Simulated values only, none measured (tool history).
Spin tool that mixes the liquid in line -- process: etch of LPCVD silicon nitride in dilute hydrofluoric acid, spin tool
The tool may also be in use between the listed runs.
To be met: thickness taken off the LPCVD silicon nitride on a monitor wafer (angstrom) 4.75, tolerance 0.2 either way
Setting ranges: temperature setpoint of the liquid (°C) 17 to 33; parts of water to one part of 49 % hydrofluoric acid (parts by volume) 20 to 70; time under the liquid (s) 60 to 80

run,hour,temperature setpoint of the liquid (°C),parts of water to one part of 49 % hydrofluoric acid (parts by volume),time under the liquid (s),thickness taken off the LPCVD silicon nitride on a monitor wafer (angstrom)
1,0,25,40,80,9.9813
2,2.6,25,50,80,7.8983
3,11.1,23.5,50,80,6.9379
4,14.7,25,50,80,7.7869
5,18,24,50,80,7.4775
6,22.8,21,50,80,5.9111
7,29.2,20.5,50,80,5.8835
8,30.6,20,50,80,5.484
# hour 32: hydrofluoric acid flow meter replaced
9,32,19.5,50,80,6.0396
10,32.8,19,50,80,5.6367
11,38.6,18.5,50,80,5.4443

Next run, 4 choices. One meets every target within its allowed miss, the rest don't. Which?
A,44.4,20.5,60,80,?
B,44.4,17.5,55,70,?
C,44.4,19.5,50,65,?
D,44.4,17,35,60,?

move,thickness taken off the LPCVD silicon nitride on a monitor wafer (angstrom)
A,5.2228
B,4.034
C,4.7282
D,5.1657
A: closer than the last run, but not yet in spec
B: carries the result that was furthest off beyond its target, to the other side
C: meets every target
D: closer than the last run, but not yet in spec
The right move is C.

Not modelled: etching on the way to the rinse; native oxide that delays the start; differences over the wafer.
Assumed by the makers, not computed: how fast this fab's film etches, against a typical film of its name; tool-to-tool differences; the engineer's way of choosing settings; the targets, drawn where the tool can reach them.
